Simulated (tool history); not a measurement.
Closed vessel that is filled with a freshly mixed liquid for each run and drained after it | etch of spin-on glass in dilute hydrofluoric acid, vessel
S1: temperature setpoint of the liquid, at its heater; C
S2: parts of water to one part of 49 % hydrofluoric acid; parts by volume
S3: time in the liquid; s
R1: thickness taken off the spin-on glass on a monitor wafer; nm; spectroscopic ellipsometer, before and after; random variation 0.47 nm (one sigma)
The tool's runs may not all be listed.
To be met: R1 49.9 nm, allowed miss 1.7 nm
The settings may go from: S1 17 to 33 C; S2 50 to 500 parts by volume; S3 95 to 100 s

| run | hour | S1 | S2 | S3 | R1 |
|---|---|---|---|---|---|
| 1 | 0 | 25 | 275 | 95 | 16.063 |
| 2 | 5 | 26.5 | 230 | 95 | 21.085 |
| 3 | 10.9 | 23.5 | 230 | 95 | 19.34 |
| 4 | 16.4 | 25 | 195 | 95 | 25.275 |
| 5 | 21.1 | 21.5 | 195 | 95 | 21.63 |
| 6 | 29.1 | 23.5 | 175 | 95 | 26.969 |
| 7 | 33.4 | 27.5 | 140 | 95 | 41.241 |
| 8 | 41.6 | 28.5 | 140 | 95 | 42.457 |
| 9 | 46.3 | 29 | 140 | 95 | 42.981 |
|  | 53.5 | thermometer replaced |
| 10 | 53.5 | 29.5 | 140 | 95 | 40.859 |
| 11 | 58.7 | 30.5 | 95 | 95 | 65.44 |
| 12 | 65.4 | 29.5 | 95 | 95 | 64.062 |

5 next moves are on the table. One of them brings every result within its allowed miss. Which?
| A | 72.1 | 32 | 90 | 100 | ? |
| B | 72.1 | 29.5 | 130 | 100 | ? |
| C | 72.1 | 30.5 | 120 | 95 | ? |
| D | 72.1 | 29.5 | 125 | 95 | ? |
| E | 72.1 | 29.5 | 75 | 95 | ? |

| move | R1 |
|---|---|
| A | 79.252 |
| B | 47.274 |
| C | 51.162 |
| D | 47.02 |
| E | 84.042 |
A: further off than the last run
B: takes the result that was furthest off past its target
C: meets every target
D: takes the result that was furthest off past its target
E: further off than the last run
The right move is C.
